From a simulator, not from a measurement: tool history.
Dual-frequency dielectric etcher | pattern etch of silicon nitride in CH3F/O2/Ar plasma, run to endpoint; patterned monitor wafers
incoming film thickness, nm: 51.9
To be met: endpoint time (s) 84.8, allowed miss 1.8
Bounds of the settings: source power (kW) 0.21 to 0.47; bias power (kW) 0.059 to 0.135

run  hour  source power (kW)  bias power (kW)  endpoint time (s)
  1     0               0.34            0.097             71.319
  2   3.5               0.32            0.094             72.604
  3   4.6               0.32            0.107             68.916
  4   8.7                0.3            0.101              72.83
  5  15.5                0.3            0.095             73.618
  6  17.8                0.3            0.112             68.932
     20.7  -- bias power generator calibrated
  7  20.7               0.28            0.107             71.317
  8  25.4               0.27            0.102             72.957
  9  27.4               0.26            0.097             75.233
 10  30.7               0.25            0.093             77.038
 11  35.1               0.24             0.09             78.494

Which of these 5 next moves meets every target?
  A  39.5               0.28             0.09                  ?
  B  39.5               0.26            0.111                  ?
  C  39.5               0.22            0.093                  ?
  D  39.5               0.21            0.081                  ?
  E  39.5               0.31            0.099                  ?

move  endpoint time (s)
   A             75.886
   B             71.102
   C             79.169
   D             84.395
   E             71.332
A: further off than the last run
B: further off than the last run
C: nearer than the last run, and not there yet
D: meets every target
E: further off than the last run
The right move is D.

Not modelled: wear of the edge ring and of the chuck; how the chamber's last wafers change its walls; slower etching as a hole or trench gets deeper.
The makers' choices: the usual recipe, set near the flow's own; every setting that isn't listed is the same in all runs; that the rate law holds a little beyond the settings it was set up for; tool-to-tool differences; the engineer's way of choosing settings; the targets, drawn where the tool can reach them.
